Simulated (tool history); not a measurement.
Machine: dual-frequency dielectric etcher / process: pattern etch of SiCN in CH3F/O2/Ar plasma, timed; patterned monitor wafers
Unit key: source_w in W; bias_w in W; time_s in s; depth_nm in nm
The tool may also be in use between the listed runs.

| run | day | source_w | bias_w | time_s | depth_nm |
|---|---|---|---|---|---|
| 1 | 0.000 | 350 | 94 | 92.0 | 35.452 |
| 2 | 0.179 | 330 | 94 | 92.0 | 34.609 |
| 3 | 0.371 | 300 | 86 | 92.0 | 32.017 |
| 4 | 0.700 | 340 | 86 | 92.0 | 33.973 |
| 5 | 0.792 | 310 | 81 | 92.0 | 31.894 |
| 6 | 1.046 | 310 | 81 | 96.5 | 33.484 |
| 7 | 1.250 | 290 | 76 | 96.0 | 31.628 |
| 8 | 1.350 | 290 | 76 | 96.0 | 31.372 |
| 9 | 1.696 | 270 | 73 | 96.0 | 30.270 |
| 10 | 1.846 | 260 | 71 | 96.0 | 29.325 |

For run 11, what comes out?
| 11 | 1.929 | 250 | 70 | 96.0 | ? |

{"run 11": {"depth_nm": 28.809}}
